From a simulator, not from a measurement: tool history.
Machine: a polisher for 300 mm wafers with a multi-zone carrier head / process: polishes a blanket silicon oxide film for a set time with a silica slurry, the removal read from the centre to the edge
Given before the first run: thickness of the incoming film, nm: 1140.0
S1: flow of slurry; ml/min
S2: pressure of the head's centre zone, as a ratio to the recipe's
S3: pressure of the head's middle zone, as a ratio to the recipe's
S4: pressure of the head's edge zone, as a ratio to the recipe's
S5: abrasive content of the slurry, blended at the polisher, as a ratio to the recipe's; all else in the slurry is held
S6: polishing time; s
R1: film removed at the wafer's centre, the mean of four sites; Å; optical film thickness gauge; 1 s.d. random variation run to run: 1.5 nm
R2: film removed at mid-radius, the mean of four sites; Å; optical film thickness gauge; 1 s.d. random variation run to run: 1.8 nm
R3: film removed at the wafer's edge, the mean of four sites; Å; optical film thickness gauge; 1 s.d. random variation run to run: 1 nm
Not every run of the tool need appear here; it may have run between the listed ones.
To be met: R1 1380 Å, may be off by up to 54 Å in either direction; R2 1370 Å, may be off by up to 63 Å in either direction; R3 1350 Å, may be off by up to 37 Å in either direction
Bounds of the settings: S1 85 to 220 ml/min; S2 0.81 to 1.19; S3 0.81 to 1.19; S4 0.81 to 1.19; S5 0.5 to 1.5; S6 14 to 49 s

run 1 day=0 | S1=140 S2=1 S3=1 S4=1 S5=1 S6=31 | R1=929.69 R2=915.6 R3=926.5
run 2 day=0.308 | S1=150 S2=1.02 S3=1.03 S4=1.04 S5=1.15 S6=31 | R1=1049.7 R2=1016.9 R3=1047.5
run 3 day=0.679 | S1=180 S2=1.02 S3=1.03 S4=1.04 S5=1.15 S6=31 | R1=1078.5 R2=1063.7 R3=1067.1
run 4 day=0.788 | S1=180 S2=1.02 S3=1.03 S4=1.04 S5=1.05 S6=31 | R1=1025.2 R2=1002 R3=1023.7
run 5 day=0.925 | S1=185 S2=1.04 S3=1.07 S4=1.07 S5=1.15 S6=31 | R1=1120.5 R2=1101.7 R3=1071.8
run 6 day=0.975 | S1=155 S2=1.04 S3=1.07 S4=1.07 S5=1.15 S6=31 | R1=1052.9 R2=1024.9 R3=1056.5
run 7 day=0.996 | S1=170 S2=1.05 S3=1.09 S4=1.09 S5=1.25 S6=31 | R1=1151 R2=1115.6 R3=1123.7
run 8 day=1.054 | S1=180 S2=1.05 S3=1.1 S4=1.11 S5=1.3 S6=31 | R1=1161.9 R2=1165.7 R3=1137.6
run 9 day=1.429 | S1=180 S2=1.05 S3=1.1 S4=1.12 S5=1.35 S6=32 | R1=1233.5 R2=1196.2 R3=1222.7
run 10 day=1.575 | S1=185 S2=1.05 S3=1.12 S4=1.13 S5=1.4 S6=32 | R1=1268.2 R2=1267 R3=1245.1
run 11 day=1.904 | S1=190 S2=1.05 S3=1.12 S4=1.14 S5=1.45 S6=32 | R1=1266.1 R2=1302 R3=1295.6
run 12 day=2.083 | S1=195 S2=1.06 S3=1.12 S4=1.14 S5=1.45 S6=32 | R1=1308.3 R2=1299.2 R3=1284.4
run 13 day=2.2 | S1=200 S2=1.06 S3=1.12 S4=1.15 S5=1.45 S6=32 | R1=1310 R2=1312.6 R3=1291.7
run 14 day=2.346 | S1=200 S2=1.06 S3=1.12 S4=1.16 S5=1.45 S6=32 | R1=1291.8 R2=1278.8 R3=1287.7
run 15 day=2.388 | S1=200 S2=1.06 S3=1.13 S4=1.16 S5=1.45 S6=32 | R1=1316.6 R2=1297.1 R3=1294.2
run 16 day=2.579 | S1=205 S2=1.06 S3=1.14 S4=1.16 S5=1.5 S6=32 | R1=1328.7 R2=1331.3 R3=1316.9

Next run, 5 choices. One meets every target within its allowed miss, the rest don't. Which?
run A day=2.771 | S1=220 S2=1.02 S3=1.19 S4=1.06 S5=1.4 S6=32 | R1=? R2=? R3=?
run B day=2.771 | S1=215 S2=1.08 S3=1.18 S4=1.03 S5=1.45 S6=33 | R1=? R2=? R3=?
run C day=2.771 | S1=200 S2=1.08 S3=1.17 S4=1.19 S5=1.45 S6=33 | R1=? R2=? R3=?
run D day=2.771 | S1=190 S2=1.05 S3=1.13 S4=1.19 S5=1.5 S6=32 | R1=? R2=? R3=?
run E day=2.771 | S1=205 S2=1.06 S3=1.15 S4=1.18 S5=1.5 S6=31 | R1=? R2=? R3=?

move=A R1=1259 R2=1340.1 R3=1220.4
move=B R1=1390.2 R2=1389.5 R3=1257.5
move=C R1=1374.2 R2=1367.3 R3=1335
move=D R1=1301 R2=1303.7 R3=1305
move=E R1=1289 R2=1292.1 R3=1269.5
A: further off than the last run
B: gets the furthest-off result to its target, but another result is out of tolerance
C: all results in spec
D: further off than the last run
E: further off than the last run
C meets every target.

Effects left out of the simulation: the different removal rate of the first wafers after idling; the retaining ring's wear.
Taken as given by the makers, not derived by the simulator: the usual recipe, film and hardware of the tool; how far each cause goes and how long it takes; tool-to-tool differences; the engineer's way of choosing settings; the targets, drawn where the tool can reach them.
